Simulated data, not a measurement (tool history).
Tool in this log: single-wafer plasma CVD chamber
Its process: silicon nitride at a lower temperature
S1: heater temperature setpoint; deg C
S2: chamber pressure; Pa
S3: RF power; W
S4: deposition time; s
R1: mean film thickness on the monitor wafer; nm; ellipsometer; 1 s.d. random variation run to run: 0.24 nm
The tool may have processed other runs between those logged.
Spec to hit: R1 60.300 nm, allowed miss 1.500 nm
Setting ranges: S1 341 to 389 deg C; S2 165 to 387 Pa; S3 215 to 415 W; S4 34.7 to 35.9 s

run	day	S1	S2	S3	S4	R1
1	0.000	365	276	315	34.7	48.616
2	0.133	365	284	325	34.8	50.346
3	0.242	375	284	325	34.8	50.322
4	0.396	375	291	330	34.9	51.061
5	0.492	385	291	330	34.9	51.254
6	0.746	385	247	330	34.9	47.721
7	0.921	385	261	335	34.9	49.582
8	1.179	385	273	340	34.9	50.895
9	1.329	385	284	340	34.9	51.348
10	1.375	385	293	345	34.9	52.795
11	1.588	385	303	345	34.9	53.207
12	1.612	385	311	350	34.9	54.441
# day 1.654: thermocouple changed; heater temperature recalibrated
13	1.654	385	317	350	34.9	54.348

Of the 5 settings listed for the next run, only one would bring every result within its allowed miss of target. Which one?
A	1.696	385	309	320	34.7	?
B	1.696	378	345	370	35.9	?
C	1.696	378	276	315	34.7	?
D	1.696	386	296	335	34.7	?
E	1.696	382	315	355	35.9	?

move	R1
A	50.975
B	59.772
C	48.649
D	51.652
E	56.598
A: further off than the last run
B: each result inside its tolerance
C: further off than the last run
D: further off than the last run
E: nearer than the last run, and not there yet
So the answer is move B, the one that meets all the targets.
